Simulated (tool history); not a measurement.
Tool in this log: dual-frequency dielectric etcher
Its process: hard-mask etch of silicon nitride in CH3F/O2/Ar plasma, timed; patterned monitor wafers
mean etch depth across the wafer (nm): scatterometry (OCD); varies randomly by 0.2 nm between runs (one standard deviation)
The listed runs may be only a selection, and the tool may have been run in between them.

run,day,source power (W),bias power (W),etch time (s),mean etch depth across the wafer (nm)
1,0.000,330,80,119,90.966
2,0.242,300,80,119,87.570
3,0.271,300,80,119,87.426
4,0.612,300,72,119,83.994
5,0.900,270,70,119,80.190
6,1.171,270,64,119,77.404
7,1.254,250,64,119,75.756

Forecast run 8:
8,1.625,240,64,119,?

{"run 8": {"mean etch depth across the wafer (nm)": 74.304}}

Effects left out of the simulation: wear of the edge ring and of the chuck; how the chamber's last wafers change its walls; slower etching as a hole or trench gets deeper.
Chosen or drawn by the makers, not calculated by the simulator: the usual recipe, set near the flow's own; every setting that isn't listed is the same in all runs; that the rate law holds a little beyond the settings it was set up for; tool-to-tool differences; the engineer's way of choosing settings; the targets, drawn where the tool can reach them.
